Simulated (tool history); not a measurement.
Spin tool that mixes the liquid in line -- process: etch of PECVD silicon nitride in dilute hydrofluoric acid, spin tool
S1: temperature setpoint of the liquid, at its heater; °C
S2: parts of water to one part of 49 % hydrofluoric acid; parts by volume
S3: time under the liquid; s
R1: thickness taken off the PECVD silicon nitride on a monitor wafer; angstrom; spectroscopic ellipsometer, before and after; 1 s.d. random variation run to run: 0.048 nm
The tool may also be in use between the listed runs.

| run | hour | S1 | S2 | S3 | R1 |
|---|---|---|---|---|---|
| 1 | 0 | 22 | 145 | 270 | 71.605 |
| 2 | 5.5 | 22 | 180 | 270 | 56.776 |
| 3 | 9.6 | 22 | 130 | 270 | 79.485 |
| 4 | 14.1 | 21 | 130 | 270 | 74.436 |
| 5 | 22.4 | 21 | 170 | 270 | 57.29 |
| 6 | 23 | 21 | 125 | 270 | 77.154 |
| 7 | 26 | 20 | 125 | 270 | 71.406 |

Run 8, settings as shown, results not yet in. Your forecast:
| 8 | 28.7 | 19.5 | 125 | 270 | ? |

R1: 69.621 angstrom
